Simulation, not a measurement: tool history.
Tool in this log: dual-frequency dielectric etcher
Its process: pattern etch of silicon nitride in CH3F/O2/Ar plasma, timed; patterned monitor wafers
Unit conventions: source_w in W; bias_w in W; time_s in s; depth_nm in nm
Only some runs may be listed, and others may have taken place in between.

| run | hour | source_w | bias_w | time_s | depth_nm |
|---|---|---|---|---|---|
| 1 | 0.0 | 300 | 56 | 97 | 59.179 |
| 2 | 7.6 | 300 | 49 | 97 | 55.738 |
| 3 | 13.6 | 260 | 49 | 97 | 52.139 |
| 4 | 22.1 | 310 | 49 | 97 | 56.208 |
| 5 | 27.4 | 290 | 48 | 97 | 54.191 |
| 6 | 35.9 | 270 | 48 | 97 | 52.507 |

Forecast run 7:
| 7 | 37.2 | 250 | 48 | 97 | ? |

depth_nm: 51.020 nm

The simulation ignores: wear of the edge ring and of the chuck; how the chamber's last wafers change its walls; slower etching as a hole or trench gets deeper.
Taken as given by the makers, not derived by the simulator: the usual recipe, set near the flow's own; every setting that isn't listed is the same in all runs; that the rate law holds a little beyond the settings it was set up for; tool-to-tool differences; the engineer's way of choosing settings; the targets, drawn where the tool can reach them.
